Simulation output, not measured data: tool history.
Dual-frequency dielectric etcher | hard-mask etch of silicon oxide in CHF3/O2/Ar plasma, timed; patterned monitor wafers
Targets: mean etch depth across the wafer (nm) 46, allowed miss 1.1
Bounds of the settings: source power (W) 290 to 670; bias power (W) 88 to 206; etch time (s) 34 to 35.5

run  hour  source power (W)  bias power (W)  etch time (s)  mean etch depth across the wafer (nm)
  1     0               480             147             34                                 53.996
  2   8.8               450             144             34                                 52.541
  3  17.2               430             141             34                                  51.49
  4  21.8               410             138             34                                 50.207
  5  27.2               410             138             34                                 50.485
  6  34.4               410             138             34                                 50.603
  7  41.2               390             135             34                                 49.309
  8  47.6               380             134             34                                 49.141
  9  49.4               370             132             34                                 48.093

5 next moves are on the table. One of them brings every result within its allowed miss. Which?
  A  51.2               290             130             35                                      ?
  B  51.2               400             101             34                                      ?
  C  51.2               400              91             35                                      ?
  D  51.2               380             105             34                                      ?
  E  51.2               340             108             34                                      ?

move  mean etch depth across the wafer (nm)
   A                                 45.764
   B                                 44.259
   C                                 43.821
   D                                 44.226
   E                                 43.272
A: meets every target
B: takes the result that was furthest off past its target
C: takes the result that was furthest off past its target
D: takes the result that was furthest off past its target
E: takes the result that was furthest off past its target
The right move is A.
